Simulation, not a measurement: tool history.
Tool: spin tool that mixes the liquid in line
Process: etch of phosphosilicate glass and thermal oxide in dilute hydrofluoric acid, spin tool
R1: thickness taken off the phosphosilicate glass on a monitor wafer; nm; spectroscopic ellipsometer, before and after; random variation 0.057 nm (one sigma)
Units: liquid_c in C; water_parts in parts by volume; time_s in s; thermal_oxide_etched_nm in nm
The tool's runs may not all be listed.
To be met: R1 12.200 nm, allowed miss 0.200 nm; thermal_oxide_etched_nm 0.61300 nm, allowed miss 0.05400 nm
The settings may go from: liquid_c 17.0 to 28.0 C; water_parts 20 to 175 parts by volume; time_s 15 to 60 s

Run 1, hour 0.0: liquid_c 20.0 C, water_parts 95 parts by volume, time_s 30 s. Result: R1 24.537 nm, thermal_oxide_etched_nm 1.21570 nm.
Run 2, hour 4.6: liquid_c 19.5 C, water_parts 100 parts by volume, time_s 30 s. Result: R1 22.743 nm, thermal_oxide_etched_nm 1.11900 nm.
Run 3, hour 7.7: liquid_c 19.0 C, water_parts 105 parts by volume, time_s 30 s. Result: R1 20.913 nm, thermal_oxide_etched_nm 1.06530 nm.
Run 4, hour 16.2: liquid_c 19.0 C, water_parts 110 parts by volume, time_s 30 s. Result: R1 20.040 nm, thermal_oxide_etched_nm 0.98274 nm.
Run 5, hour 20.5: liquid_c 19.0 C, water_parts 140 parts by volume, time_s 30 s. Result: R1 15.225 nm, thermal_oxide_etched_nm 0.77812 nm.
Run 6, hour 27.3: liquid_c 19.0 C, water_parts 120 parts by volume, time_s 30 s. Result: R1 18.009 nm, thermal_oxide_etched_nm 0.91234 nm.
Run 7, hour 34.2: liquid_c 18.5 C, water_parts 125 parts by volume, time_s 30 s. Result: R1 16.859 nm, thermal_oxide_etched_nm 0.86798 nm.
Run 8, hour 36.6: liquid_c 18.5 C, water_parts 130 parts by volume, time_s 30 s. Result: R1 16.332 nm, thermal_oxide_etched_nm 0.79719 nm.
Run 9, hour 39.9: liquid_c 18.5 C, water_parts 135 parts by volume, time_s 30 s. Result: R1 15.439 nm, thermal_oxide_etched_nm 0.77914 nm.
Run 10, hour 46.8: liquid_c 17.5 C, water_parts 145 parts by volume, time_s 30 s. Result: R1 13.738 nm, thermal_oxide_etched_nm 0.69377 nm.
Run 11, hour 54.6: liquid_c 17.0 C, water_parts 155 parts by volume, time_s 30 s. Result: R1 12.501 nm, thermal_oxide_etched_nm 0.60673 nm.

Which of these 4 next moves meets every target?
Run A, hour 62.4: liquid_c 17.5 C, water_parts 160 parts by volume, time_s 30 s. Result: R1 ?, thermal_oxide_etched_nm ?.
Run B, hour 62.4: liquid_c 19.0 C, water_parts 140 parts by volume, time_s 25 s. Result: R1 ?, thermal_oxide_etched_nm ?.
Run C, hour 62.4: liquid_c 22.0 C, water_parts 155 parts by volume, time_s 25 s. Result: R1 ?, thermal_oxide_etched_nm ?.
Run D, hour 62.4: liquid_c 19.5 C, water_parts 165 parts by volume, time_s 30 s. Result: R1 ?, thermal_oxide_etched_nm ?.

move      R1  thermal_oxide_etched_nm
   A  12.317                  0.64293
   B  12.717                  0.66379
   C  12.734                  0.66468
   D  12.878                  0.67217
A: meets every target
B: further off than the last run
C: further off than the last run
D: further off than the last run
Answer: A
